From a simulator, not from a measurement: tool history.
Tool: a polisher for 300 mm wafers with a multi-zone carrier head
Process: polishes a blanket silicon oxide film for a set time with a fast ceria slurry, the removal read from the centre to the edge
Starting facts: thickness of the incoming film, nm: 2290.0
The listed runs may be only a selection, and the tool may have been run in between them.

run  hour  flow of slurry (ml/min)  pressure of the head's centre zone  pressure of the head's middle zone  pressure of the head's edge zone  polishing time (s)  film removed at the wafer's centre (nm)  film removed at mid-radius (nm)  film removed at the wafer's edge (nm)
  1   0.0                      170                                1.00                                1.00                              1.00                  52                                   719.26                           743.10                                 734.60
  2   7.1                      170                                1.00                                1.00                              1.00                  58                                   809.81                           827.28                                 817.48
  3   9.9                      210                                1.00                                1.00                              1.00                  58                                   849.00                           857.07                                 867.80
  4  18.7                      170                                1.00                                1.00                              1.00                  58                                   812.48                           825.87                                 809.71
  5  21.7                      160                                0.98                                1.01                              0.99                  58                                   781.48                           819.13                                 800.22
  6  23.5                      135                                0.98                                1.01                              0.99                  58                                   735.69                           782.23                                 774.61
  7  29.1                      130                                0.97                                1.03                              0.98                  58                                   716.78                           790.77                                 780.54
  8  30.8                      130                                0.97                                1.05                              0.94                  58                                   722.93                           798.39                                 745.82

For run 9, what comes out?
  9  35.5                      130                                0.97                                1.05                              0.94                  58                                        ?                                ?                                      ?

Run 9 yielded film removed at the wafer's centre (nm) 718.11, film removed at mid-radius (nm) 797.11, film removed at the wafer's edge (nm) 740.45.
